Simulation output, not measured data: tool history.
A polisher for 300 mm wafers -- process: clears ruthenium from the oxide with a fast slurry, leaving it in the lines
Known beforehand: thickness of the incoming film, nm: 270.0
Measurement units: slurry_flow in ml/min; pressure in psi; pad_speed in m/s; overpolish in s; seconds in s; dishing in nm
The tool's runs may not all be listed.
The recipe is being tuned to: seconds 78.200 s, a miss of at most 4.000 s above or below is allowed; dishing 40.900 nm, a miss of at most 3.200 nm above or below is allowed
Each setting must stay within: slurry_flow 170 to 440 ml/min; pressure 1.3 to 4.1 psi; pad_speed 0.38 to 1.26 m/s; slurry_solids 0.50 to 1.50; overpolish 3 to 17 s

run 1 hour=0.0 | slurry_flow=280 pressure=2.7 pad_speed=0.82 slurry_solids=1.00 overpolish=9 | seconds=126.000 dishing=16.458
run 2 hour=1.4 | slurry_flow=280 pressure=2.9 pad_speed=0.82 slurry_solids=1.00 overpolish=10 | seconds=119.870 dishing=18.129
run 3 hour=2.4 | slurry_flow=280 pressure=2.9 pad_speed=0.82 slurry_solids=1.15 overpolish=10 | seconds=103.050 dishing=20.782
run 4 hour=9.0 | slurry_flow=280 pressure=2.9 pad_speed=0.82 slurry_solids=1.15 overpolish=12 | seconds=104.540 dishing=25.738
run 5 hour=12.4 | slurry_flow=280 pressure=2.9 pad_speed=0.82 slurry_solids=0.95 overpolish=12 | seconds=125.770 dishing=22.023
run 6 hour=17.7 | slurry_flow=280 pressure=2.9 pad_speed=0.68 slurry_solids=0.95 overpolish=12 | seconds=144.980 dishing=18.008
run 7 hour=21.2 | slurry_flow=280 pressure=3.1 pad_speed=0.72 slurry_solids=0.95 overpolish=12 | seconds=129.300 dishing=21.084
run 8 hour=29.9 | slurry_flow=280 pressure=3.2 pad_speed=0.74 slurry_solids=0.95 overpolish=12 | seconds=125.380 dishing=21.273
-- hour=34.7 slurry blender recalibrated
run 9 hour=34.7 | slurry_flow=280 pressure=3.3 pad_speed=0.78 slurry_solids=0.95 overpolish=12 | seconds=82.070 dishing=31.575
run 10 hour=38.5 | slurry_flow=280 pressure=3.3 pad_speed=0.78 slurry_solids=0.95 overpolish=13 | seconds=83.286 dishing=33.943
run 11 hour=47.4 | slurry_flow=280 pressure=3.3 pad_speed=0.78 slurry_solids=0.95 overpolish=14 | seconds=82.146 dishing=37.325

Which one of the following 4 next-run settings gets every result inside its allowed miss? There is exactly one.
run A hour=56.3 | slurry_flow=240 pressure=2.9 pad_speed=0.84 slurry_solids=0.95 overpolish=17 | seconds=? dishing=?
run B hour=56.3 | slurry_flow=265 pressure=2.8 pad_speed=0.92 slurry_solids=1.00 overpolish=15 | seconds=? dishing=?
run C hour=56.3 | slurry_flow=360 pressure=3.5 pad_speed=0.94 slurry_solids=0.85 overpolish=12 | seconds=? dishing=?
run D hour=56.3 | slurry_flow=290 pressure=3.1 pad_speed=0.72 slurry_solids=1.00 overpolish=14 | seconds=? dishing=?

move=A seconds=85.959 dishing=43.959
move=B seconds=78.125 dishing=42.817
move=C seconds=71.214 dishing=38.085
move=D seconds=88.169 dishing=36.089
A: the worst result of the last run now meets its target, but another is out of spec
B: every result lands within tolerance
C: the worst result of the last run now meets its target, but another is out of spec
D: further off than the last run
So the answer is move B, the one that meets all the targets.
